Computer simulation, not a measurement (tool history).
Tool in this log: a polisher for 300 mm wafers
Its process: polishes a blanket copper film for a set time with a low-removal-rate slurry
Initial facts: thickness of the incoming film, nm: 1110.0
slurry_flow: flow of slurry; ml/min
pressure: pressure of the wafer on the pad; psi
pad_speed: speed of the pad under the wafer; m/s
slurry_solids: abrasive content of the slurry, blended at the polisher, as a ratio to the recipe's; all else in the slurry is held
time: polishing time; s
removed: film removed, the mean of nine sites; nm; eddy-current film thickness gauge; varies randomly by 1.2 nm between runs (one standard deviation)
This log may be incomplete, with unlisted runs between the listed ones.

| run | day | slurry_flow | pressure | pad_speed | slurry_solids | time | removed |
|---|---|---|---|---|---|---|---|
| 1 | 0.000 | 120 | 3.2 | 1.24 | 1.0 | 36 | 140.31 |
| 2 | 0.292 | 120 | 2.8 | 1.24 | 1.0 | 36 | 123.79 |
| 3 | 0.646 | 115 | 2.7 | 1.24 | 1.0 | 36 | 118.28 |
| 4 | 0.771 | 115 | 3.5 | 1.24 | 1.0 | 36 | 152.41 |
| 5 | 0.900 | 110 | 3.2 | 1.24 | 1.0 | 36 | 135.69 |
| 6 | 0.975 | 105 | 3.1 | 1.24 | 1.0 | 36 | 128.60 |

Run 7 comes next. What will it give?
| 7 | 1.021 | 100 | 3.0 | 1.24 | 1.0 | 36 | ? |

For run 7 the tool returned removed 129.39 nm.

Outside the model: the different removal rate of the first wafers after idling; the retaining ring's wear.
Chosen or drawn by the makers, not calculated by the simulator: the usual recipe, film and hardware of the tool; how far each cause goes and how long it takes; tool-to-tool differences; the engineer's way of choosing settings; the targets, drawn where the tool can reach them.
